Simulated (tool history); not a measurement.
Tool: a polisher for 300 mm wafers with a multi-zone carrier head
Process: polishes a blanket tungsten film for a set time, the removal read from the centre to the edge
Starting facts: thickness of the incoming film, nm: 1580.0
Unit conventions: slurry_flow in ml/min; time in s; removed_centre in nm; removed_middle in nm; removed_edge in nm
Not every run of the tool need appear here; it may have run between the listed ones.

| run | day | slurry_flow | centre_zone | middle_zone | edge_zone | slurry_solids | time | removed_centre | removed_middle | removed_edge |
|---|---|---|---|---|---|---|---|---|---|---|
| 1 | 0.000 | 310 | 1.00 | 1.00 | 1.00 | 1.00 | 34 | 175.98 | 180.27 | 178.52 |
| 2 | 0.300 | 310 | 0.98 | 0.99 | 0.99 | 0.90 | 33 | 165.89 | 172.38 | 171.80 |
| 3 | 0.671 | 310 | 0.98 | 0.99 | 1.03 | 0.90 | 33 | 164.15 | 171.07 | 166.60 |
| 4 | 0.921 | 305 | 0.96 | 0.97 | 1.03 | 0.85 | 32 | 155.09 | 156.68 | 162.62 |
| 5 | 1.212 | 305 | 1.02 | 0.97 | 1.03 | 0.85 | 32 | 166.47 | 158.54 | 161.38 |
| 6 | 1.342 | 305 | 1.00 | 0.97 | 1.03 | 0.80 | 31 | 150.76 | 150.54 | 154.09 |

Estimate the outcome of run 7 from the log above:
| 7 | 1.404 | 305 | 0.99 | 0.97 | 1.03 | 0.75 | 30 | ? | ? | ? |

For run 7 the tool returned removed_centre 141.77 nm, removed_middle 144.83 nm, removed_edge 146.56 nm.
